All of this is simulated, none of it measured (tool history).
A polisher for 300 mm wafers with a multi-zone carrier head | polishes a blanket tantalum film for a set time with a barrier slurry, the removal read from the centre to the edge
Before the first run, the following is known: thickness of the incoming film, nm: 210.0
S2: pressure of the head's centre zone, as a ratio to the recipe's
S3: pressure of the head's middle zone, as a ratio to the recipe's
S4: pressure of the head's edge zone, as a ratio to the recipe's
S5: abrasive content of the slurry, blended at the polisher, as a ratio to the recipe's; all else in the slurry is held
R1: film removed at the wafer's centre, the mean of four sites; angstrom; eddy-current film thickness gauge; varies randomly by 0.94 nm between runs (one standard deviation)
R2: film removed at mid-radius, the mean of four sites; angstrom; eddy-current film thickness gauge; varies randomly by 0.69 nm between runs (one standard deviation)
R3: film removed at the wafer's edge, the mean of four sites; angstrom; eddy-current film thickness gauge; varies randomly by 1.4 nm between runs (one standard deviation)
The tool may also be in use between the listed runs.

Run 1, hour 0: flow of slurry (ml/min) 290, S2 1, S3 1, S4 1, S5 1, polishing time (s) 43. Result: R1 634.32 angstrom, R2 630.13 angstrom, R3 606.88 angstrom.
Run 2, hour 5.2: flow of slurry (ml/min) 290, S2 1, S3 0.91, S4 1, S5 1, polishing time (s) 43. Result: R1 626.04 angstrom, R2 586.77 angstrom, R3 618.19 angstrom.
Run 3, hour 12.2: flow of slurry (ml/min) 300, S2 1.01, S3 0.97, S4 1.04, S5 1.15, polishing time (s) 47. Result: R1 736.16 angstrom, R2 710.73 angstrom, R3 744.18 angstrom.
Run 4, hour 16.1: flow of slurry (ml/min) 320, S2 1.03, S3 1.04, S4 1.06, S5 1.25, polishing time (s) 49. Result: R1 810.38 angstrom, R2 808.02 angstrom, R3 792.2 angstrom.
Run 5, hour 18.3: flow of slurry (ml/min) 320, S2 1.03, S3 1.04, S4 1, S5 1.25, polishing time (s) 49. Result: R1 812.15 angstrom, R2 802.76 angstrom, R3 776.87 angstrom.
Run 6, hour 19.9: flow of slurry (ml/min) 320, S2 1.03, S3 1.04, S4 0.93, S5 1.25, polishing time (s) 49. Result: R1 801.12 angstrom, R2 812.84 angstrom, R3 724.46 angstrom.
Run 7, hour 28.2: flow of slurry (ml/min) 330, S2 1.04, S3 1.08, S4 0.98, S5 1.35, polishing time (s) 51. Result: R1 863.8 angstrom, R2 885.01 angstrom, R3 844.52 angstrom.

What does the tool deliver on the next run?
Run 8, hour 34.2: flow of slurry (ml/min) 340, S2 1.06, S3 1.11, S4 0.98, S5 1.4, polishing time (s) 52. Result: R1 ?, R2 ?, R3 ?.

Run 8 gave R1 924.21 angstrom, R2 942.52 angstrom, R3 858.94 angstrom.
